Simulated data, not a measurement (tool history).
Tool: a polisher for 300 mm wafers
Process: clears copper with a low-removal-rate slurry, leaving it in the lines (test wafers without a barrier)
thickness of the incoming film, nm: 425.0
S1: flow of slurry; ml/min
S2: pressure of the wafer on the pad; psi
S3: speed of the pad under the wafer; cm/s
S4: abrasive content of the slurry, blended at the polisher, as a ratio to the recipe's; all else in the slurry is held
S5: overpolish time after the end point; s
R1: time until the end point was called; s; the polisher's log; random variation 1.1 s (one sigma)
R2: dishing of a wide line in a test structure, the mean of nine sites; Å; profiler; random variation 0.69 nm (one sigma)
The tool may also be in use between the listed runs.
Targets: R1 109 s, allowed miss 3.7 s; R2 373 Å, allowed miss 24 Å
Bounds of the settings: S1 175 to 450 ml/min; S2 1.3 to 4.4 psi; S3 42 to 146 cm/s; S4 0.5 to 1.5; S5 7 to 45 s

run 1 hour=0 | S1=290 S2=2.8 S3=94 S4=1 S5=23 | R1=176.76 R2=338.71
run 2 hour=5.1 | S1=290 S2=2.8 S3=94 S4=1.15 S5=23 | R1=173.19 R2=345.12
run 3 hour=7.3 | S1=290 S2=2.8 S3=112 S4=1.15 S5=23 | R1=147.4 R2=393.45
run 4 hour=13 | S1=290 S2=2.3 S3=112 S4=1.15 S5=23 | R1=179.89 R2=328.36
run 5 hour=19.5 | S1=290 S2=2.7 S3=112 S4=1.15 S5=20 | R1=151.95 R2=345.58
run 6 hour=28.1 | S1=290 S2=2.9 S3=112 S4=1.15 S5=18 | R1=139.15 R2=334.26
run 7 hour=34.7 | S1=290 S2=3.1 S3=112 S4=1.15 S5=17 | R1=134.77 R2=334.32
run 8 hour=38.7 | S1=290 S2=3.3 S3=112 S4=1.15 S5=17 | R1=124.03 R2=350.55
run 9 hour=42.9 | S1=290 S2=3.4 S3=112 S4=1.15 S5=17 | R1=122.55 R2=351.5
run 10 hour=46.4 | S1=290 S2=3.5 S3=112 S4=1.15 S5=17 | R1=118.29 R2=355.99
run 11 hour=50.6 | S1=290 S2=3.5 S3=112 S4=1.15 S5=17 | R1=118.82 R2=359.77
run 12 hour=59 | S1=290 S2=3.6 S3=112 S4=1.15 S5=17 | R1=115.58 R2=381.97

Which of these 5 next moves meets every target?
run A hour=67.4 | S1=275 S2=3.2 S3=124 S4=1.15 S5=21 | R1=? R2=?
run B hour=67.4 | S1=325 S2=3.4 S3=124 S4=1.2 S5=16 | R1=? R2=?
run C hour=67.4 | S1=300 S2=3.7 S3=100 S4=1.2 S5=20 | R1=? R2=?
run D hour=67.4 | S1=210 S2=3.2 S3=114 S4=1.3 S5=21 | R1=? R2=?
run E hour=67.4 | S1=320 S2=3.7 S3=112 S4=1.1 S5=20 | R1=? R2=?

move=A R1=118.68 R2=438.16
move=B R1=109.94 R2=382.32
move=C R1=125.52 R2=409.93
move=D R1=129.26 R2=412.85
move=E R1=113.26 R2=440.79
A: further off than the last run
B: meets every target
C: further off than the last run
D: further off than the last run
E: further off than the last run
Answer: B
